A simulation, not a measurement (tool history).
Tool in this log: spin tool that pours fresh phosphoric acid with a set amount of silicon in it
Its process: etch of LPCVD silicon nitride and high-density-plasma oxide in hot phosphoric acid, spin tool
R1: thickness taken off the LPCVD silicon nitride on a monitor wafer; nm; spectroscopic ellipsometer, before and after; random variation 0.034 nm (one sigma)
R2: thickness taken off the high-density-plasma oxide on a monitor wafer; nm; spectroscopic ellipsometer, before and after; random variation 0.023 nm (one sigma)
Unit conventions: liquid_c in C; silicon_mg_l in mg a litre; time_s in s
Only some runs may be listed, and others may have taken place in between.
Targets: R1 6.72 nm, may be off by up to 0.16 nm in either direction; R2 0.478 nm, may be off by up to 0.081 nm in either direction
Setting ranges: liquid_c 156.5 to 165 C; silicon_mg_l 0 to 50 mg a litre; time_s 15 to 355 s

run 1 hour=0 | liquid_c=160 silicon_mg_l=22 time_s=180 | R1=15.459 R2=0.84199
run 2 hour=2.9 | liquid_c=159.5 silicon_mg_l=20 time_s=155 | R1=13.031 R2=0.69407
run 3 hour=7.6 | liquid_c=159.5 silicon_mg_l=26 time_s=155 | R1=12.958 R2=0.54659
run 4 hour=11.1 | liquid_c=159.5 silicon_mg_l=36 time_s=155 | R1=13.161 R2=0.36377
run 5 hour=12.6 | liquid_c=159.5 silicon_mg_l=36 time_s=195 | R1=16.408 R2=0.46229
run 6 hour=14.1 | liquid_c=160.5 silicon_mg_l=36 time_s=195 | R1=16.927 R2=0.47626
run 7 hour=21 | liquid_c=160 silicon_mg_l=32 time_s=170 | R1=14.505 R2=0.51845
run 8 hour=21.5 | liquid_c=159.5 silicon_mg_l=28.5 time_s=150 | R1=12.626 R2=0.50035
run 9 hour=25.8 | liquid_c=159 silicon_mg_l=26 time_s=135 | R1=11.239 R2=0.515
run 10 hour=31.5 | liquid_c=158.5 silicon_mg_l=24.5 time_s=125 | R1=10.09 R2=0.464
run 11 hour=40.5 | liquid_c=158 silicon_mg_l=22.5 time_s=115 | R1=9.3358 R2=0.39845
run 12 hour=44.2 | liquid_c=158 silicon_mg_l=19.5 time_s=105 | R1=8.4298 R2=0.39933
run 13 hour=52.3 | liquid_c=158 silicon_mg_l=17 time_s=100 | R1=8.0628 R2=0.44337
run 14 hour=54.6 | liquid_c=158 silicon_mg_l=17 time_s=100 | R1=8.0544 R2=0.41579
run 15 hour=56.2 | liquid_c=158 silicon_mg_l=15 time_s=100 | R1=7.9944 R2=0.45246
run 16 hour=57.8 | liquid_c=158 silicon_mg_l=13.5 time_s=100 | R1=8.0704 R2=0.47595
run 17 hour=65 | liquid_c=158 silicon_mg_l=12 time_s=100 | R1=8.0703 R2=0.46495
run 18 hour=71.3 | liquid_c=158 silicon_mg_l=10 time_s=100 | R1=8.0387 R2=0.51886
run 19 hour=73.3 | liquid_c=158 silicon_mg_l=10 time_s=100 | R1=8.06 R2=0.46468
run 20 hour=77.9 | liquid_c=158 silicon_mg_l=8 time_s=95 | R1=7.6921 R2=0.51854
run 21 hour=80 | liquid_c=158 silicon_mg_l=7 time_s=95 | R1=7.6493 R2=0.52471
run 22 hour=82.8 | liquid_c=156.5 silicon_mg_l=3.5 time_s=75 | R1=5.7849 R2=0.39939
run 23 hour=89.8 | liquid_c=158.5 silicon_mg_l=6.5 time_s=75 | R1=6.1119 R2=0.41183

Which single option among these 5 for the next run brings every result within its allowed miss of target? Just one does.
run A hour=96.8 | liquid_c=159.5 silicon_mg_l=7 time_s=80 | R1=? R2=?
run B hour=96.8 | liquid_c=158 silicon_mg_l=21.5 time_s=90 | R1=? R2=?
run C hour=96.8 | liquid_c=157.5 silicon_mg_l=13.5 time_s=90 | R1=? R2=?
run D hour=96.8 | liquid_c=160.5 silicon_mg_l=16.5 time_s=80 | R1=? R2=?
run E hour=96.8 | liquid_c=158.5 silicon_mg_l=12 time_s=70 | R1=? R2=?

move=A R1=6.7402 R2=0.48746
move=B R1=7.2081 R2=0.34225
move=C R1=7.0868 R2=0.40841
move=D R1=6.9704 R2=0.42106
move=E R1=5.702 R2=0.35469
A: each result inside its tolerance
B: the result that was furthest off in the last run now lies on the other side of its target
C: the result that was furthest off in the last run now lies on the other side of its target
D: the result that was furthest off in the last run now lies on the other side of its target
E: the biggest miss grows against the last run
Go with A: it meets all targets.
